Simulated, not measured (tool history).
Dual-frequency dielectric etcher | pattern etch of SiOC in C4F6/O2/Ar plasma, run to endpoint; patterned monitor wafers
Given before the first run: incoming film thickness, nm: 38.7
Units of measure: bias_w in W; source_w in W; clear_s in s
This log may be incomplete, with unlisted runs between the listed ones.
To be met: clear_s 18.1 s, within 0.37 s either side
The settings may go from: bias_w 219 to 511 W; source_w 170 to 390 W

Run 1, hour 0: bias_w 365 W, source_w 280 W. Result: clear_s 14.903 s.
Run 2, hour 7.4: bias_w 347 W, source_w 270 W. Result: clear_s 15.467 s.
Run 3, hour 9.5: bias_w 394 W, source_w 270 W. Result: clear_s 14.475 s.
Run 4, hour 12.7: bias_w 394 W, source_w 240 W. Result: clear_s 15.282 s.
Run 5, hour 17.3: bias_w 353 W, source_w 240 W. Result: clear_s 16.24 s.
Run 6, hour 21: bias_w 343 W, source_w 240 W. Result: clear_s 16.155 s.
Run 7, hour 25: bias_w 331 W, source_w 240 W. Result: clear_s 16.596 s.
Run 8, hour 25.7: bias_w 323 W, source_w 240 W. Result: clear_s 16.779 s.
Run 9, hour 29.3: bias_w 316 W, source_w 240 W. Result: clear_s 17.008 s.
Run 10, hour 30.8: bias_w 310 W, source_w 240 W. Result: clear_s 17.163 s.
Run 11, hour 32.4: bias_w 305 W, source_w 240 W. Result: clear_s 17.371 s.
Run 12, hour 35: bias_w 302 W, source_w 240 W. Result: clear_s 17.182 s.
Run 13, hour 43.5: bias_w 297 W, source_w 240 W. Result: clear_s 17.505 s.
Run 14, hour 48.2: bias_w 294 W, source_w 240 W. Result: clear_s 17.582 s.
Run 15, hour 52.8: bias_w 291 W, source_w 240 W. Result: clear_s 17.64 s.

4 candidate next runs follow, results not yet known. Just one meets every target within its allowed miss. Identify it.
Run A, hour 57.4: bias_w 321 W, source_w 200 W. Result: clear_s ?.
Run B, hour 57.4: bias_w 243 W, source_w 240 W. Result: clear_s ?.
Run C, hour 57.4: bias_w 261 W, source_w 220 W. Result: clear_s ?.
Run D, hour 57.4: bias_w 277 W, source_w 210 W. Result: clear_s ?.

move  clear_s
   A   17.993
   B   19.062
   C   19.089
   D   18.911
A: hits every target within its allowed miss
B: takes the result that was furthest off past its target
C: takes the result that was furthest off past its target
D: takes the result that was furthest off past its target
Move A is the one to make.

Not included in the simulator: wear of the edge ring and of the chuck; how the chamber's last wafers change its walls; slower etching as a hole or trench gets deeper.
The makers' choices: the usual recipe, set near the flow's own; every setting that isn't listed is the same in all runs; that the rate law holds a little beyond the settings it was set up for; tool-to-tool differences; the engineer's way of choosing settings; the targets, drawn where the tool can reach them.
